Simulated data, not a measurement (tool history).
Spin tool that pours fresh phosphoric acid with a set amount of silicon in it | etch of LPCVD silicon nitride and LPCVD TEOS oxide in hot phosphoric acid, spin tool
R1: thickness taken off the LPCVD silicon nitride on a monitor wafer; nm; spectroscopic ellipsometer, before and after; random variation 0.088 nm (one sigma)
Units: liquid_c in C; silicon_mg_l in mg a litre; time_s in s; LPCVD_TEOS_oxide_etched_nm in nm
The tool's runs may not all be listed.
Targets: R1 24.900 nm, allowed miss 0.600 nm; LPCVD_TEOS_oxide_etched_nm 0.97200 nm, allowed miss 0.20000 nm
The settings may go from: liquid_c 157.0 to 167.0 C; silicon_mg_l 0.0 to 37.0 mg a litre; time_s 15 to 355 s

{"run": 1, "hour": 0.0, "liquid_c": 162.0, "silicon_mg_l": 16.0, "time_s": 180, "R1": 16.969, "LPCVD_TEOS_oxide_etched_nm": 0.57576}
{"run": 2, "hour": 8.2, "liquid_c": 162.0, "silicon_mg_l": 24.0, "time_s": 180, "R1": 17.027, "LPCVD_TEOS_oxide_etched_nm": 0.46585}
{"run": 3, "hour": 10.8, "liquid_c": 162.0, "silicon_mg_l": 31.0, "time_s": 180, "R1": 16.953, "LPCVD_TEOS_oxide_etched_nm": 0.35969}
{"run": 4, "hour": 18.0, "liquid_c": 162.0, "silicon_mg_l": 31.0, "time_s": 120, "R1": 11.318, "LPCVD_TEOS_oxide_etched_nm": 0.23365}
{"run": 5, "hour": 20.1, "liquid_c": 160.5, "silicon_mg_l": 31.0, "time_s": 120, "R1": 10.842, "LPCVD_TEOS_oxide_etched_nm": 0.20283}
{"run": 6, "hour": 21.0, "liquid_c": 161.5, "silicon_mg_l": 29.0, "time_s": 135, "R1": 12.538, "LPCVD_TEOS_oxide_etched_nm": 0.27149}
{"run": 7, "hour": 28.7, "liquid_c": 162.0, "silicon_mg_l": 27.5, "time_s": 150, "R1": 14.152, "LPCVD_TEOS_oxide_etched_nm": 0.31098}
{"run": 8, "hour": 37.5, "liquid_c": 164.5, "silicon_mg_l": 17.0, "time_s": 220, "R1": 22.46, "LPCVD_TEOS_oxide_etched_nm": 0.75321}
{"run": 9, "hour": 46.5, "liquid_c": 164.5, "silicon_mg_l": 16.0, "time_s": 220, "R1": 22.515, "LPCVD_TEOS_oxide_etched_nm": 0.74372}
{"run": 10, "hour": 49.7, "liquid_c": 164.5, "silicon_mg_l": 15.0, "time_s": 220, "R1": 22.62, "LPCVD_TEOS_oxide_etched_nm": 0.80612}
{"run": 11, "hour": 56.5, "liquid_c": 164.5, "silicon_mg_l": 14.5, "time_s": 220, "R1": 22.675, "LPCVD_TEOS_oxide_etched_nm": 0.88544}
{"run": 12, "hour": 62.0, "liquid_c": 165.5, "silicon_mg_l": 15.0, "time_s": 225, "R1": 23.92, "LPCVD_TEOS_oxide_etched_nm": 0.91396}
{"run": 13, "hour": 63.1, "liquid_c": 165.5, "silicon_mg_l": 15.0, "time_s": 225, "R1": 23.873, "LPCVD_TEOS_oxide_etched_nm": 0.90983}
{"run": 14, "hour": 70.5, "liquid_c": 166.0, "silicon_mg_l": 15.0, "time_s": 225, "R1": 24.352, "LPCVD_TEOS_oxide_etched_nm": 0.9035}

5 next moves are on the table. One of them brings every result within its allowed miss. Which?
{"run": "A", "hour": 77.9, "liquid_c": 167.0, "silicon_mg_l": 17.0, "time_s": 205, "R1": "?", "LPCVD_TEOS_oxide_etched_nm": "?"}
{"run": "B", "hour": 77.9, "liquid_c": 165.5, "silicon_mg_l": 11.0, "time_s": 220, "R1": "?", "LPCVD_TEOS_oxide_etched_nm": "?"}
{"run": "C", "hour": 77.9, "liquid_c": 166.5, "silicon_mg_l": 17.0, "time_s": 215, "R1": "?", "LPCVD_TEOS_oxide_etched_nm": "?"}
{"run": "D", "hour": 77.9, "liquid_c": 163.5, "silicon_mg_l": 11.0, "time_s": 250, "R1": "?", "LPCVD_TEOS_oxide_etched_nm": "?"}
{"run": "E", "hour": 77.9, "liquid_c": 165.5, "silicon_mg_l": 19.0, "time_s": 220, "R1": "?", "LPCVD_TEOS_oxide_etched_nm": "?"}

move=A R1=22.811 LPCVD_TEOS_oxide_etched_nm=0.91856
move=B R1=23.311 LPCVD_TEOS_oxide_etched_nm=1.02460
move=C R1=23.537 LPCVD_TEOS_oxide_etched_nm=0.92938
move=D R1=24.803 LPCVD_TEOS_oxide_etched_nm=1.00700
move=E R1=23.311 LPCVD_TEOS_oxide_etched_nm=0.83828
A: further off than the last run
B: further off than the last run
C: further off than the last run
D: meets every target
E: further off than the last run
Answer: D
